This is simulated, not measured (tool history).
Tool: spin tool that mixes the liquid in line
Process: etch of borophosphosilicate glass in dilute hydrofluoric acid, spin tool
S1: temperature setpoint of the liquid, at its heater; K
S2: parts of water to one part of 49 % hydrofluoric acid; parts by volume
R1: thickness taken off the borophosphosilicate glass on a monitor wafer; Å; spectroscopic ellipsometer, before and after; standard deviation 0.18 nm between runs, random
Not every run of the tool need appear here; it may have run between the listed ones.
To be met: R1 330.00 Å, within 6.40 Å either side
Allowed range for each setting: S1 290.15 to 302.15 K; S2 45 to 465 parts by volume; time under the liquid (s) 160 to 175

{"run": 1, "day": 0.0, "S1": 294.15, "S2": 255, "time under the liquid (s)": 160, "R1": 205.56}
{"run": 2, "day": 0.129, "S1": 294.15, "S2": 290, "time under the liquid (s)": 160, "R1": 174.0}
{"run": 3, "day": 0.308, "S1": 296.65, "S2": 270, "time under the liquid (s)": 160, "R1": 208.78}
{"run": 4, "day": 0.496, "S1": 296.65, "S2": 210, "time under the liquid (s)": 160, "R1": 284.2}
{"run": 5, "day": 0.788, "S1": 297.65, "S2": 210, "time under the liquid (s)": 160, "R1": 296.75}
{"run": 6, "day": 0.917, "S1": 296.65, "S2": 210, "time under the liquid (s)": 160, "R1": 285.77}
{"run": 7, "day": 0.942, "S1": 297.65, "S2": 210, "time under the liquid (s)": 160, "R1": 296.77}
{"run": 8, "day": 1.275, "S1": 298.65, "S2": 210, "time under the liquid (s)": 160, "R1": 306.85}

Which of these 5 next moves meets every target?
{"run": "A", "day": 1.608, "S1": 298.15, "S2": 190, "time under the liquid (s)": 160, "R1": "?"}
{"run": "B", "day": 1.608, "S1": 297.15, "S2": 220, "time under the liquid (s)": 175, "R1": "?"}
{"run": "C", "day": 1.608, "S1": 296.15, "S2": 235, "time under the liquid (s)": 175, "R1": "?"}
{"run": "D", "day": 1.608, "S1": 299.15, "S2": 235, "time under the liquid (s)": 160, "R1": "?"}
{"run": "E", "day": 1.608, "S1": 299.15, "S2": 205, "time under the liquid (s)": 165, "R1": "?"}

move=A R1=339.01
move=B R1=298.85
move=C R1=265.59
move=D R1=270.47
move=E R1=330.46
A: moves the result that the last run missed by most past its target, out the other side
B: the biggest miss grows against the last run
C: the biggest miss grows against the last run
D: the biggest miss grows against the last run
E: in spec on every target
Answer: E

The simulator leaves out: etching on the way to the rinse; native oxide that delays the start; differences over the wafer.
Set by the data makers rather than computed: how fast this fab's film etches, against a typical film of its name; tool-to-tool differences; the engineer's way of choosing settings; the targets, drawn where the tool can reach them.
